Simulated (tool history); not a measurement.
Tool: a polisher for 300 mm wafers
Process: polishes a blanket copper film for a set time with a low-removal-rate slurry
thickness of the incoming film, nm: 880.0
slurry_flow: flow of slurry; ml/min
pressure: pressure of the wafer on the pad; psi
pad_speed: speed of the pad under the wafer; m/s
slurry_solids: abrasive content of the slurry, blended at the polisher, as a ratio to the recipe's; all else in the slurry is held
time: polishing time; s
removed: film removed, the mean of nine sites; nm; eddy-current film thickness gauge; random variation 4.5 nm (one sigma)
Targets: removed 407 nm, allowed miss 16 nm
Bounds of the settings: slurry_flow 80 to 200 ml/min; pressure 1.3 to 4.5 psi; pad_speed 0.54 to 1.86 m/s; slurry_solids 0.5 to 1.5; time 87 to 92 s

run,hour,slurry_flow,pressure,pad_speed,slurry_solids,time,removed
1,0,130,2.9,1.18,1,87,254.37
2,2.4,130,2.9,0.88,1,87,189.72
3,3.6,135,3.3,0.92,1,87,223.78
4,11.5,135,3.6,0.98,1,87,252.76
5,17.7,140,3.8,1.04,1,87,285.73
6,23.3,140,4,1.08,1,87,305.9
7,30,140,4.1,1.12,1,87,325.77
8,35.9,155,4.5,1.2,1,87,376.8
9,38.8,155,4.5,1.22,1,87,381.7

5 next moves are on the table. One of them brings every result within its allowed miss. Which?
A,41.7,140,4.4,1.22,1,87,?
B,41.7,150,4.5,1.26,1,89,?
C,41.7,155,4.5,1.36,1,92,?
D,41.7,140,4.3,1.14,1.1,92,?
E,41.7,200,4.1,1.2,1,87,?

move,removed
A,377.05
B,410.04
C,458.51
D,373.3
E,370.29
A: further off than the last run
B: meets every target
C: takes the result that was furthest off past its target
D: further off than the last run
E: further off than the last run
The right move is B.
